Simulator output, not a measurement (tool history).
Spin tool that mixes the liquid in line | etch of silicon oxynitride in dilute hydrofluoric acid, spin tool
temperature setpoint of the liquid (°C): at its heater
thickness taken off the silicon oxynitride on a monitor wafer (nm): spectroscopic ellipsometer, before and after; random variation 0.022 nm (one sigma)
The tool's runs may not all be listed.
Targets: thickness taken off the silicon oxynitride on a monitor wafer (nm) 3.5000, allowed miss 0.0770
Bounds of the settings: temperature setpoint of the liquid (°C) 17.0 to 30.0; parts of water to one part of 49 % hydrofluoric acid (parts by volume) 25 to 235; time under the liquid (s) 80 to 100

| run | day | temperature setpoint of the liquid (°C) | parts of water to one part of 49 % hydrofluoric acid (parts by volume) | time under the liquid (s) | thickness taken off the silicon oxynitride on a monitor wafer (nm) |
|---|---|---|---|---|---|
| 1 | 0.000 | 22.0 | 130 | 100 | 2.7940 |
| 2 | 0.192 | 24.5 | 130 | 100 | 3.1603 |
| 3 | 0.517 | 21.5 | 130 | 100 | 2.7547 |
| 4 | 0.762 | 19.0 | 130 | 100 | 2.4354 |
| 5 | 0.879 | 19.0 | 130 | 100 | 2.4303 |
| 6 | 0.983 | 21.0 | 130 | 100 | 2.6501 |
| 7 | 1.167 | 22.5 | 130 | 100 | 2.8610 |
| 8 | 1.538 | 23.5 | 130 | 100 | 3.0348 |
| 9 | 1.592 | 24.0 | 130 | 100 | 3.0718 |
| 10 | 1.662 | 24.5 | 130 | 100 | 3.1541 |
| 11 | 1.921 | 25.0 | 130 | 100 | 3.2267 |

Which of these 4 next moves meets every target?
| A | 2.179 | 25.0 | 125 | 100 | ? |
| B | 2.179 | 25.0 | 120 | 95 | ? |
| C | 2.179 | 26.0 | 115 | 90 | ? |
| D | 2.179 | 23.0 | 110 | 95 | ? |

| move | thickness taken off the silicon oxynitride on a monitor wafer (nm) |
|---|---|
| A | 3.3625 |
| B | 3.3416 |
| C | 3.4742 |
| D | 3.3469 |
A: nearer than the last run, and not there yet
B: nearer than the last run, and not there yet
C: meets every target
D: nearer than the last run, and not there yet
Answer: C

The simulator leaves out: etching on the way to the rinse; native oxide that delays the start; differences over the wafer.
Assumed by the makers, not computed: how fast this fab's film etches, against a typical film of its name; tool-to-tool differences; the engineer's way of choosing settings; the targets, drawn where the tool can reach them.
